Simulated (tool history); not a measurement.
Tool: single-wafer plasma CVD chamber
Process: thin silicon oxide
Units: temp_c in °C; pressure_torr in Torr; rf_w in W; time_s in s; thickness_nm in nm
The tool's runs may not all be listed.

{"run": 1, "hour": 0.0, "temp_c": 410, "pressure_torr": 0.774, "rf_w": 220, "time_s": 9.4, "thickness_nm": 15.952}
{"run": 2, "hour": 8.1, "temp_c": 410, "pressure_torr": 0.793, "rf_w": 220, "time_s": 9.4, "thickness_nm": 16.208}
{"run": 3, "hour": 16.0, "temp_c": 410, "pressure_torr": 0.81, "rf_w": 220, "time_s": 9.4, "thickness_nm": 16.439}
{"run": 4, "hour": 23.2, "temp_c": 410, "pressure_torr": 0.826, "rf_w": 220, "time_s": 9.4, "thickness_nm": 16.621}
{"run": 5, "hour": 31.7, "temp_c": 410, "pressure_torr": 0.826, "rf_w": 220, "time_s": 8.9, "thickness_nm": 15.812}
{"run": 6, "hour": 40.1, "temp_c": 410, "pressure_torr": 0.851, "rf_w": 220, "time_s": 8.9, "thickness_nm": 16.141}
{"run": 7, "hour": 45.5, "temp_c": 410, "pressure_torr": 0.874, "rf_w": 220, "time_s": 8.9, "thickness_nm": 16.426}

Run 8 comes next. What will it give?
{"hour": 50.5, "done": "capacitance manometer re-zeroed and calibrated"}
{"run": 8, "hour": 50.5, "temp_c": 410, "pressure_torr": 0.96, "rf_w": 220, "time_s": 8.9, "thickness_nm": "?"}

{"run 8": {"thickness_nm": 16.721}}
